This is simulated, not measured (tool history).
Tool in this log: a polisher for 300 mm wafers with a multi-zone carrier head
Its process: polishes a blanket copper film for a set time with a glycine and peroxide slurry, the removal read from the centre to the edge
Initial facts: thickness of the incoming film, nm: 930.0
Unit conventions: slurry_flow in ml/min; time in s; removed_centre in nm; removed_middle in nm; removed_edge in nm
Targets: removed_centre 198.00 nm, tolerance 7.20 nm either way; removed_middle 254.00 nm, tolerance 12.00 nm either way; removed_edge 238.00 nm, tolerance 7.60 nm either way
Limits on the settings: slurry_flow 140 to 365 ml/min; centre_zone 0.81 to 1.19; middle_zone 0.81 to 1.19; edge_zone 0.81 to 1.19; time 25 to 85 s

{"run": 1, "hour": 0.0, "slurry_flow": 235, "centre_zone": 1.0, "middle_zone": 1.0, "edge_zone": 1.0, "time": 55, "removed_centre": 205.25, "removed_middle": 207.98, "removed_edge": 211.32}
{"run": 2, "hour": 7.3, "slurry_flow": 235, "centre_zone": 1.0, "middle_zone": 1.0, "edge_zone": 1.0, "time": 60, "removed_centre": 223.54, "removed_middle": 219.45, "removed_edge": 224.19}
{"run": 3, "hour": 10.0, "slurry_flow": 235, "centre_zone": 0.98, "middle_zone": 1.01, "edge_zone": 1.01, "time": 60, "removed_centre": 222.55, "removed_middle": 229.07, "removed_edge": 229.07}
{"run": 4, "hour": 13.6, "slurry_flow": 235, "centre_zone": 0.98, "middle_zone": 1.01, "edge_zone": 1.07, "time": 60, "removed_centre": 219.67, "removed_middle": 231.05, "removed_edge": 233.55}
{"run": 5, "hour": 18.4, "slurry_flow": 235, "centre_zone": 0.97, "middle_zone": 1.02, "edge_zone": 1.07, "time": 60, "removed_centre": 220.15, "removed_middle": 224.93, "removed_edge": 236.52}
{"run": 6, "hour": 22.6, "slurry_flow": 235, "centre_zone": 0.95, "middle_zone": 1.04, "edge_zone": 1.06, "time": 60, "removed_centre": 211.46, "removed_middle": 236.05, "removed_edge": 240.12}
{"run": 7, "hour": 31.5, "slurry_flow": 235, "centre_zone": 0.95, "middle_zone": 1.05, "edge_zone": 1.05, "time": 60, "removed_centre": 215.85, "removed_middle": 232.78, "removed_edge": 232.08}
{"run": 8, "hour": 40.3, "slurry_flow": 235, "centre_zone": 0.94, "middle_zone": 1.06, "edge_zone": 1.05, "time": 60, "removed_centre": 217.13, "removed_middle": 237.97, "removed_edge": 231.05}
{"run": 9, "hour": 42.1, "slurry_flow": 220, "centre_zone": 0.84, "middle_zone": 1.11, "edge_zone": 1.12, "time": 61, "removed_centre": 186.7, "removed_middle": 248.08, "removed_edge": 243.17}

4 candidate next runs follow, results not yet known. Just one meets every target within its allowed miss. Identify it.
{"run": "A", "hour": 43.9, "slurry_flow": 225, "centre_zone": 0.82, "middle_zone": 1.15, "edge_zone": 1.09, "time": 60, "removed_centre": "?", "removed_middle": "?", "removed_edge": "?"}
{"run": "B", "hour": 43.9, "slurry_flow": 245, "centre_zone": 0.88, "middle_zone": 1.16, "edge_zone": 1.13, "time": 59, "removed_centre": "?", "removed_middle": "?", "removed_edge": "?"}
{"run": "C", "hour": 43.9, "slurry_flow": 145, "centre_zone": 0.86, "middle_zone": 1.17, "edge_zone": 1.09, "time": 62, "removed_centre": "?", "removed_middle": "?", "removed_edge": "?"}
{"run": "D", "hour": 43.9, "slurry_flow": 240, "centre_zone": 0.88, "middle_zone": 1.01, "edge_zone": 1.07, "time": 60, "removed_centre": "?", "removed_middle": "?", "removed_edge": "?"}

move=A removed_centre=183.14 removed_middle=259.69 removed_edge=234.84
move=B removed_centre=195.43 removed_middle=259.61 removed_edge=236.82
move=C removed_centre=185.89 removed_middle=256.70 removed_edge=232.32
move=D removed_centre=198.04 removed_middle=234.05 removed_edge=234.36
A: moves away from the targets compared with the last run
B: meets every target
C: moves away from the targets compared with the last run
D: the worst result of the last run now meets its target, but another is out of spec
Go with B: it meets all targets.

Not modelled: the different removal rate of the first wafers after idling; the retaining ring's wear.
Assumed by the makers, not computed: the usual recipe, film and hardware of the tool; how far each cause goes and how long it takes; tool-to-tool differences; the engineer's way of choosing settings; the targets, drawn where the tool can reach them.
